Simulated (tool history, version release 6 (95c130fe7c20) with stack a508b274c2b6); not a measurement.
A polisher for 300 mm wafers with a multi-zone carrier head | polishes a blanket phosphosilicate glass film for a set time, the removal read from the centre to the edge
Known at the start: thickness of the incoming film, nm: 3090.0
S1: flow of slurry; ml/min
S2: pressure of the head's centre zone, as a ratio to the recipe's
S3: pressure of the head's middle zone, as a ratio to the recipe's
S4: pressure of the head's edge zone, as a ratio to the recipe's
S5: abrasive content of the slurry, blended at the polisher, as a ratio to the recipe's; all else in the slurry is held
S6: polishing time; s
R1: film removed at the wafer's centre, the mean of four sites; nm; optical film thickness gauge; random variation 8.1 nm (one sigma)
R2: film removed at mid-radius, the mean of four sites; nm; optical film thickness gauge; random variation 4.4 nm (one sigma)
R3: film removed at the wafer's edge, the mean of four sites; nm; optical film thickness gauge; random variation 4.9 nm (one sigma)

run,hour,S1,S2,S3,S4,S5,S6,R1,R2,R3
1,0,310,1,1,1,1,77,641.27,637.16,636.67
2,7.2,340,1,1,1,1,77,638.81,639.46,639.41
3,12.6,340,1,1,1,0.9,77,593.89,597.14,584.08
4,20.5,335,1.03,0.94,1,0.8,77,553.44,500.33,534.09
5,22.3,335,1.03,0.94,1,0.65,77,434.18,397.63,425.78
6,28.5,335,1.03,0.94,1,0.65,68,393.8,353.83,380.19

Forecast run 7:
7,33.8,350,1.08,0.95,1.03,0.7,68,?,?,?

Run 7 gave R1 444.91 nm, R2 394.43 nm, R3 416.65 nm.
